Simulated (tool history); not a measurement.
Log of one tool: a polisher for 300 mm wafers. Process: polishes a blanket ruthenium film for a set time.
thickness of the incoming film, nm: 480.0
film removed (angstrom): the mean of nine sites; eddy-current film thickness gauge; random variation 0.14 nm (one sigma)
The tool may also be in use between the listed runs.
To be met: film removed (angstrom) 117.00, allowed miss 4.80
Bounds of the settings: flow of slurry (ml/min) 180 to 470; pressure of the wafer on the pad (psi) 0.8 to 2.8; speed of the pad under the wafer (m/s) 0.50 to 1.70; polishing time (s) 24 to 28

| run | hour | flow of slurry (ml/min) | pressure of the wafer on the pad (psi) | speed of the pad under the wafer (m/s) | polishing time (s) | film removed (angstrom) |
|---|---|---|---|---|---|---|
| 1 | 0.0 | 300 | 1.8 | 1.10 | 28 | 297.51 |
| 2 | 8.6 | 300 | 1.6 | 1.02 | 28 | 259.71 |
| 3 | 11.5 | 300 | 1.4 | 0.90 | 27 | 192.96 |
| 4 | 19.0 | 300 | 1.3 | 0.86 | 27 | 174.97 |
| 5 | 20.5 | 235 | 1.3 | 0.86 | 27 | 175.58 |
| 6 | 28.9 | 235 | 1.3 | 0.70 | 27 | 140.77 |
| 7 | 30.9 | 235 | 1.2 | 0.70 | 27 | 130.58 |
| 8 | 38.4 | 235 | 1.1 | 0.70 | 27 | 124.49 |

Which of these 4 next moves meets every target?
| A | 45.9 | 180 | 1.1 | 0.74 | 25 | ? |
| B | 45.9 | 260 | 0.9 | 0.68 | 27 | ? |
| C | 45.9 | 270 | 1.5 | 0.52 | 24 | ? |
| D | 45.9 | 220 | 1.2 | 0.62 | 25 | ? |

| move | film removed (angstrom) |
|---|---|
| A | 119.01 |
| B | 105.88 |
| C | 108.24 |
| D | 109.61 |
A: meets every target
B: takes the result that was furthest off past its target
C: takes the result that was furthest off past its target
D: takes the result that was furthest off past its target
Move A is the one to make.
